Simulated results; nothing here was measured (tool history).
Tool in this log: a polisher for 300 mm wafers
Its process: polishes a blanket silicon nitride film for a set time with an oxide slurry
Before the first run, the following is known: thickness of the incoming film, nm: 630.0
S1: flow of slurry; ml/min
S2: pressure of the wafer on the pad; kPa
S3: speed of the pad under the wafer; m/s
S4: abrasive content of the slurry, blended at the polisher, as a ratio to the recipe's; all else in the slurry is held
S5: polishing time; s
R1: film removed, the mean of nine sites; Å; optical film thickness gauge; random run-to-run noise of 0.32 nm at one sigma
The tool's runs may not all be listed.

run 1 hour=0.0 | S1=130 S2=28.3 S3=1.40 S4=1.0 S5=39 | R1=337.83
run 2 hour=8.7 | S1=130 S2=28.3 S3=1.40 S4=1.0 S5=39 | R1=342.78
run 3 hour=17.4 | S1=130 S2=31.7 S3=1.40 S4=1.0 S5=39 | R1=366.41
run 4 hour=20.3 | S1=130 S2=30.3 S3=1.40 S4=1.0 S5=39 | R1=362.05
run 5 hour=23.1 | S1=150 S2=30.3 S3=1.40 S4=1.0 S5=39 | R1=370.71
run 6 hour=25.0 | S1=150 S2=30.3 S3=1.20 S4=1.0 S5=39 | R1=328.02

What does the tool deliver on the next run?
run 7 hour=32.3 | S1=145 S2=29.6 S3=1.20 S4=1.0 S5=39 | R1=?

R1: 312.89 Å
